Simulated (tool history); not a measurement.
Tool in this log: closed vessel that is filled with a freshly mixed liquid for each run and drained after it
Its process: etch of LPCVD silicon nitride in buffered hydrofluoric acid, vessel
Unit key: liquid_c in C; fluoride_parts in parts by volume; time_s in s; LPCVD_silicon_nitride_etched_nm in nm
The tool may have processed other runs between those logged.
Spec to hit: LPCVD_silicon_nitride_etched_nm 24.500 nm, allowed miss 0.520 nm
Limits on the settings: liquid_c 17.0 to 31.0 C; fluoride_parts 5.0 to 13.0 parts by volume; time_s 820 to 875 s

| run | hour | liquid_c | fluoride_parts | time_s | LPCVD_silicon_nitride_etched_nm |
|---|---|---|---|---|---|
| 1 | 0.0 | 23.0 | 8.0 | 820 | 11.578 |
| 2 | 1.1 | 25.0 | 7.5 | 820 | 13.688 |
| 3 | 4.2 | 26.5 | 7.0 | 820 | 16.090 |
| 4 | 11.2 | 27.5 | 6.5 | 820 | 18.050 |
| 5 | 16.1 | 27.5 | 6.5 | 820 | 18.059 |
| 6 | 20.9 | 30.5 | 6.5 | 820 | 21.194 |
| 7 | 27.3 | 31.0 | 6.0 | 820 | 23.150 |
| 8 | 28.4 | 31.0 | 5.5 | 820 | 25.110 |

Which one of the following 5 next-run settings gets every result inside its allowed miss? There is exactly one.
| A | 29.5 | 31.0 | 5.5 | 855 | ? |
| B | 29.5 | 31.0 | 5.0 | 820 | ? |
| C | 29.5 | 27.5 | 5.0 | 860 | ? |
| D | 29.5 | 31.0 | 5.5 | 840 | ? |
| E | 29.5 | 30.5 | 5.5 | 830 | ? |

| move | LPCVD_silicon_nitride_etched_nm |
|---|---|
| A | 26.228 |
| B | 27.258 |
| C | 23.787 |
| D | 25.768 |
| E | 24.807 |
A: its largest miss is bigger than the last run's
B: its largest miss is bigger than the last run's
C: carries the result that was furthest off beyond its target, to the other side
D: its largest miss is bigger than the last run's
E: every result lands within tolerance
The right move is E.

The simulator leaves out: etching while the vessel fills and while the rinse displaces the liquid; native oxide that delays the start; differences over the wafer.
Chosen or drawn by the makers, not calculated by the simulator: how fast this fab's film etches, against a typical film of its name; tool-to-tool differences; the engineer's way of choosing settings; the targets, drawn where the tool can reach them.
